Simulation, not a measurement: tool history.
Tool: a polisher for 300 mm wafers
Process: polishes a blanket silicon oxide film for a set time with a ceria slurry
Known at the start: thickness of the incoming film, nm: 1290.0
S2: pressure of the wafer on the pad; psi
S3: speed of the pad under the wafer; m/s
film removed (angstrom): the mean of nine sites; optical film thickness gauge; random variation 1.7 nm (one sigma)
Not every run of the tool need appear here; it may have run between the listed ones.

run 1 hour=0.0 | flow_of_slurry_(ml/min)=185 S2=2.3 S3=0.86 polishing_time_(s)=102 | film_removed_(angstrom)=2852.3
run 2 hour=1.6 | flow_of_slurry_(ml/min)=155 S2=2.3 S3=0.86 polishing_time_(s)=102 | film_removed_(angstrom)=2815.9
run 3 hour=10.6 | flow_of_slurry_(ml/min)=155 S2=2.2 S3=0.86 polishing_time_(s)=102 | film_removed_(angstrom)=2734.5
run 4 hour=19.5 | flow_of_slurry_(ml/min)=155 S2=2.0 S3=0.86 polishing_time_(s)=102 | film_removed_(angstrom)=2493.1
run 5 hour=22.1 | flow_of_slurry_(ml/min)=155 S2=2.0 S3=1.04 polishing_time_(s)=102 | film_removed_(angstrom)=2808.0
run 6 hour=29.2 | flow_of_slurry_(ml/min)=155 S2=1.9 S3=1.02 polishing_time_(s)=102 | film_removed_(angstrom)=2591.5
run 7 hour=35.6 | flow_of_slurry_(ml/min)=155 S2=1.8 S3=1.02 polishing_time_(s)=102 | film_removed_(angstrom)=2505.7
run 8 hour=38.0 | flow_of_slurry_(ml/min)=155 S2=1.7 S3=1.02 polishing_time_(s)=102 | film_removed_(angstrom)=2451.1
run 9 hour=40.4 | flow_of_slurry_(ml/min)=155 S2=1.6 S3=1.00 polishing_time_(s)=102 | film_removed_(angstrom)=2260.8
-- hour=47.0 head pressure recalibrated
run 10 hour=47.0 | flow_of_slurry_(ml/min)=155 S2=1.5 S3=1.00 polishing_time_(s)=102 | film_removed_(angstrom)=2267.8

Estimate the outcome of run 11 from the log above:
run 11 hour=49.7 | flow_of_slurry_(ml/min)=155 S2=1.4 S3=0.98 polishing_time_(s)=102 | film_removed_(angstrom)=?

Logged for run 11: film removed (angstrom) 2112.0.
